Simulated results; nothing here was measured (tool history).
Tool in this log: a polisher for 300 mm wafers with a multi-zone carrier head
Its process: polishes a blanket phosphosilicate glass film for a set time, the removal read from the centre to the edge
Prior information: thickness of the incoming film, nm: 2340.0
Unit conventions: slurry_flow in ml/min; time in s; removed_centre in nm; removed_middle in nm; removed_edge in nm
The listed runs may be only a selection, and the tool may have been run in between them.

| run | hour | slurry_flow | centre_zone | middle_zone | edge_zone | slurry_solids | time | removed_centre | removed_middle | removed_edge |
|---|---|---|---|---|---|---|---|---|---|---|
| 1 | 0 | 130 | 1 | 1 | 1 | 1 | 36 | 354.2 | 360.58 | 362.08 |
| 2 | 2.3 | 115 | 0.94 | 1 | 0.95 | 0.85 | 33 | 263.31 | 290.03 | 277.72 |
| 3 | 5.1 | 115 | 0.94 | 1.07 | 0.95 | 0.85 | 33 | 262.78 | 300.12 | 281.06 |
| 4 | 13.6 | 105 | 0.9 | 1.04 | 0.94 | 0.75 | 33 | 221.18 | 258.46 | 250.93 |
| 5 | 18.6 | 100 | 0.87 | 1.03 | 0.9 | 0.7 | 33 | 197.72 | 239.68 | 229.34 |
| 6 | 21.3 | 95 | 0.86 | 1.01 | 0.87 | 0.7 | 33 | 191.53 | 232.94 | 218.74 |
| 7 | 23 | 90 | 0.85 | 1 | 0.86 | 0.7 | 33 | 185.61 | 226.96 | 218.35 |
| 8 | 24.2 | 90 | 0.84 | 0.99 | 0.84 | 0.7 | 33 | 182.81 | 223.15 | 215.73 |
| 9 | 28.8 | 90 | 0.84 | 0.99 | 0.83 | 0.7 | 33 | 185.06 | 220.85 | 210.63 |
| 10 | 34 | 85 | 0.83 | 0.99 | 0.83 | 0.7 | 33 | 174.87 | 213.04 | 211.19 |
| 11 | 41 | 85 | 0.83 | 1 | 0.82 | 0.7 | 33 | 177.32 | 215.85 | 209.11 |

Run 12 has not been measured yet. What should we expect?
| 12 | 48.7 | 85 | 0.83 | 1.01 | 0.82 | 0.7 | 33 | ? | ? | ? |

removed_centre: 175.9 nm
removed_middle: 220.55 nm
removed_edge: 210.19 nm
